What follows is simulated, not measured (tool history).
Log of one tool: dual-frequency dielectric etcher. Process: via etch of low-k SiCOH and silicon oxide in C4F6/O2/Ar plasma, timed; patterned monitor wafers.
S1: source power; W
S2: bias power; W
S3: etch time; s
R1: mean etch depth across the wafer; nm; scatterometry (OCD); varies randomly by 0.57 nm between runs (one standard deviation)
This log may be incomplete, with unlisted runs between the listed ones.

run	hour	S1	S2	S3	R1
1	0	300	232	40	88.286
2	0.9	300	249	40	91.184
3	7.3	300	212	40	85.568
4	14.7	300	212	40	86.113
5	18.4	260	212	40	81.934
6	22.2	260	212	40	81.32
7	29.8	280	218	40	84.871
8	34.8	300	225	40	87.791

Forecast run 9:
9	42.2	360	268	40.5	?

R1: 101.62 nm
